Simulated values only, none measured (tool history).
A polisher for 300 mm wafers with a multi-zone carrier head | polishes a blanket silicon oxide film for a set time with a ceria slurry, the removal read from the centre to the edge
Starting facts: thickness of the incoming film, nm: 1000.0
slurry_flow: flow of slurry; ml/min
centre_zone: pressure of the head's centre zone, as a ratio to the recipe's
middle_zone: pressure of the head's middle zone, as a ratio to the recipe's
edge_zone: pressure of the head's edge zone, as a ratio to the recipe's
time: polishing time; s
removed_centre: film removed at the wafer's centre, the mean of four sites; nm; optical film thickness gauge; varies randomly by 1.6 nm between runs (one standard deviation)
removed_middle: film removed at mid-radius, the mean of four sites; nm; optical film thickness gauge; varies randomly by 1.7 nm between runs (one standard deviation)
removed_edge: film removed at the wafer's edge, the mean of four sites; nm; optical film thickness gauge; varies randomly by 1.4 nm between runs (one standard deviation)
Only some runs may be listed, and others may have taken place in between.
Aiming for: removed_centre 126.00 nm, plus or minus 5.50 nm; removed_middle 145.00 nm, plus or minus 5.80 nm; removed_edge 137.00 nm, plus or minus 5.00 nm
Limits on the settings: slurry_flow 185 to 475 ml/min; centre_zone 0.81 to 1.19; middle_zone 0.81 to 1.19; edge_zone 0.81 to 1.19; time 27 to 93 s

run,hour,slurry_flow,centre_zone,middle_zone,edge_zone,time,removed_centre,removed_middle,removed_edge
1,0.0,305,1.00,1.00,1.00,59,219.98,217.53,218.99
2,3.7,340,1.00,1.00,1.00,59,223.82,220.18,213.23
3,12.0,340,1.00,1.04,1.00,59,219.91,228.46,215.64
4,21.0,340,0.97,1.03,0.99,54,196.30,207.47,197.51
5,28.0,345,0.95,1.03,0.98,50,177.21,196.85,181.75
6,33.9,270,0.95,1.03,0.98,50,168.05,188.07,177.66
7,36.9,270,0.94,1.01,0.96,48,163.18,177.36,168.48
8,39.8,260,0.92,1.00,0.94,47,154.98,170.69,165.90
9,42.7,260,0.91,1.00,0.93,45,147.54,164.66,155.04
10,47.1,255,0.89,0.99,0.91,44,143.63,160.14,152.98
11,55.9,255,0.86,1.00,0.89,36,111.16,132.37,123.89
12,57.5,255,0.86,1.00,0.89,36,108.24,131.60,124.83
13,65.8,255,0.88,1.01,0.90,36,115.45,134.22,124.94
14,66.8,255,0.89,1.01,0.92,36,114.01,133.25,126.63
15,69.7,255,0.90,1.02,0.93,37,121.38,136.23,128.54
16,71.6,270,0.87,1.06,1.00,39,122.22,150.85,140.51

Which single option among these 4 for the next run brings every result within its allowed miss of target? Just one does.
A,73.5,275,0.83,1.07,0.98,41,?,?,?
B,73.5,225,0.93,1.04,1.00,43,?,?,?
C,73.5,305,0.93,1.06,1.06,37,?,?,?
D,73.5,280,0.94,0.91,1.06,40,?,?,?

move,removed_centre,removed_middle,removed_edge
A,123.97,161.74,145.53
B,141.49,161.09,150.79
C,127.09,146.38,136.57
D,137.30,137.87,146.89
A: the biggest miss grows against the last run
B: the biggest miss grows against the last run
C: every result within its allowed miss
D: carries the result that was furthest off beyond its target, to the other side
C meets every target.
